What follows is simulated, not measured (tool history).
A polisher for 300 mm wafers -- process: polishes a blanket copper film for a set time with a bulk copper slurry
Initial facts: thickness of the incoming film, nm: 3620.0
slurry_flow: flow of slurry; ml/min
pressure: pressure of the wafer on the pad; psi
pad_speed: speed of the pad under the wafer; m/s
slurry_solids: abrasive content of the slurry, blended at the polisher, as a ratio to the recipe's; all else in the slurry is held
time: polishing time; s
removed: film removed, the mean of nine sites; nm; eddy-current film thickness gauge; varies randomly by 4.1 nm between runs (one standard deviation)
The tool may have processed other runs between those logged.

{"run": 1, "hour": 0.0, "slurry_flow": 150, "pressure": 2.2, "pad_speed": 1.12, "slurry_solids": 1, "time": 99, "removed": 645.57}
{"run": 2, "hour": 8.5, "slurry_flow": 150, "pressure": 1.8, "pad_speed": 1.06, "slurry_solids": 1, "time": 99, "removed": 515.45}
{"run": 3, "hour": 11.9, "slurry_flow": 150, "pressure": 1.8, "pad_speed": 1.06, "slurry_solids": 1, "time": 99, "removed": 518.47}
{"run": 4, "hour": 15.9, "slurry_flow": 150, "pressure": 1.8, "pad_speed": 1.06, "slurry_solids": 1, "time": 99, "removed": 499.53}
{"run": 5, "hour": 24.7, "slurry_flow": 150, "pressure": 1.8, "pad_speed": 1.06, "slurry_solids": 0.9, "time": 99, "removed": 499.32}
{"run": 6, "hour": 33.0, "slurry_flow": 150, "pressure": 2.1, "pad_speed": 1.06, "slurry_solids": 0.9, "time": 99, "removed": 588.84}
{"run": 7, "hour": 41.3, "slurry_flow": 150, "pressure": 1.7, "pad_speed": 1.02, "slurry_solids": 0.9, "time": 99, "removed": 448.2}
{"run": 8, "hour": 48.3, "slurry_flow": 150, "pressure": 1.5, "pad_speed": 1.02, "slurry_solids": 0.9, "time": 99, "removed": 406.14}
{"run": 9, "hour": 52.3, "slurry_flow": 145, "pressure": 1, "pad_speed": 0.98, "slurry_solids": 0.9, "time": 99, "removed": 260.76}

Run 10 has not been measured yet. What should we expect?
{"run": 10, "hour": 55.7, "slurry_flow": 155, "pressure": 1, "pad_speed": 0.98, "slurry_solids": 0.9, "time": 99, "removed": "?"}

{"run 10": {"removed": 266.53}}
